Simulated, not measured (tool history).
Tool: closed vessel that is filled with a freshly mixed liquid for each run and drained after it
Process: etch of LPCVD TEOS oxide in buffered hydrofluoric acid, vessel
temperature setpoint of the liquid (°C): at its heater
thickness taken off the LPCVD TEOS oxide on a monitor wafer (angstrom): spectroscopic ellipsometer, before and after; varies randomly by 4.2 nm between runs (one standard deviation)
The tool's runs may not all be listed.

run	hour	temperature setpoint of the liquid (°C)	parts of 40 % ammonium fluoride to one part of 49 % hydrofluoric acid (parts by volume)	time in the liquid (s)	thickness taken off the LPCVD TEOS oxide on a monitor wafer (angstrom)
1	0.0	23.0	19.0	90	1860.7
2	1.4	25.0	16.0	90	2512.4
3	4.2	25.0	12.0	90	3292.2
4	5.8	27.0	12.0	90	3692.1
5	13.1	27.0	9.5	90	4528.9
6	21.4	27.0	7.0	90	6235.2
7	29.8	27.0	7.0	90	6138.2
8	36.2	26.0	7.0	90	5744.0
9	44.3	25.0	7.0	90	5501.6
10	45.5	24.5	7.0	90	5340.4
11	48.9	24.0	7.0	90	5277.4

Predict the results of run 12:
12	53.9	23.5	7.0	90	?

thickness taken off the LPCVD TEOS oxide on a monitor wafer (angstrom): 5069.4

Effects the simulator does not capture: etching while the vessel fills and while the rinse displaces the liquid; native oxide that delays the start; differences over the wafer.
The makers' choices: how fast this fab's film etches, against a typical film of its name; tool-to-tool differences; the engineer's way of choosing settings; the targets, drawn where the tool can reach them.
